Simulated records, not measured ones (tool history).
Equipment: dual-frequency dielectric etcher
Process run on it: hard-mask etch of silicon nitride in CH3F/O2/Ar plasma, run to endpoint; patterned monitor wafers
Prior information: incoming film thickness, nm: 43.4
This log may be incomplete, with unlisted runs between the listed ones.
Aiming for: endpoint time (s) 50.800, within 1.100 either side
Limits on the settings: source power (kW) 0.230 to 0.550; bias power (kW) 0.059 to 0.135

run,hour,source power (kW),bias power (kW),endpoint time (s)
1,0.0,0.390,0.097,58.636
2,7.5,0.390,0.087,61.830
3,15.8,0.420,0.090,59.265
4,18.3,0.420,0.078,63.389
5,22.6,0.420,0.092,59.015
6,28.8,0.440,0.095,57.954
7,36.7,0.450,0.099,56.648
8,39.5,0.460,0.103,55.127
9,41.9,0.470,0.105,54.288
10,48.0,0.480,0.107,53.288
11,53.9,0.480,0.107,53.091
12,55.8,0.490,0.108,52.972

Which single option among these 5 for the next run brings every result within its allowed miss of target? Just one does.
A,57.7,0.510,0.117,?
B,57.7,0.500,0.099,?
C,57.7,0.400,0.118,?
D,57.7,0.500,0.096,?
E,57.7,0.460,0.111,?

move,endpoint time (s)
A,50.534
B,54.154
C,54.129
D,54.778
E,53.189
A: in spec on every target
B: lands further from the targets than the last run did
C: lands further from the targets than the last run did
D: lands further from the targets than the last run did
E: lands further from the targets than the last run did
The right move is A.

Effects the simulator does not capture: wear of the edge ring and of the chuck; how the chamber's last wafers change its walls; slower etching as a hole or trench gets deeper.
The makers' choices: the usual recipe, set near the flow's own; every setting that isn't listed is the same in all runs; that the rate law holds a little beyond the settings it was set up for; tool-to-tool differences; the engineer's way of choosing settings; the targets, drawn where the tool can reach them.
